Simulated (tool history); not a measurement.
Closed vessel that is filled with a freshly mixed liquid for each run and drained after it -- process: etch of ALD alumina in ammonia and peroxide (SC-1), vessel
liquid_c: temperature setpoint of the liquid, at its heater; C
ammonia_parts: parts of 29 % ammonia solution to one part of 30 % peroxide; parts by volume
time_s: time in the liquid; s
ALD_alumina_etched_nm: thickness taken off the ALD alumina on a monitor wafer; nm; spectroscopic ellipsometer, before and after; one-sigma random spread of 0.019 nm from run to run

| run | day | liquid_c | ammonia_parts | time_s | ALD_alumina_etched_nm |
|---|---|---|---|---|---|
| 1 | 0.000 | 47.0 | 0.60 | 120 | 4.1835 |
| 2 | 0.312 | 51.0 | 0.60 | 120 | 5.2761 |
| 3 | 0.608 | 58.0 | 0.60 | 120 | 7.6172 |
| 4 | 0.846 | 58.0 | 0.60 | 120 | 7.5672 |
| 5 | 1.046 | 58.0 | 0.45 | 120 | 7.3481 |
| 6 | 1.417 | 58.0 | 0.45 | 120 | 7.4735 |
| 7 | 1.471 | 51.5 | 0.45 | 115 | 4.9635 |

What will run 8 give?
| 8 | 1.642 | 47.5 | 0.45 | 115 | ? |

{"run 8": {"ALD_alumina_etched_nm": 4.0327}}
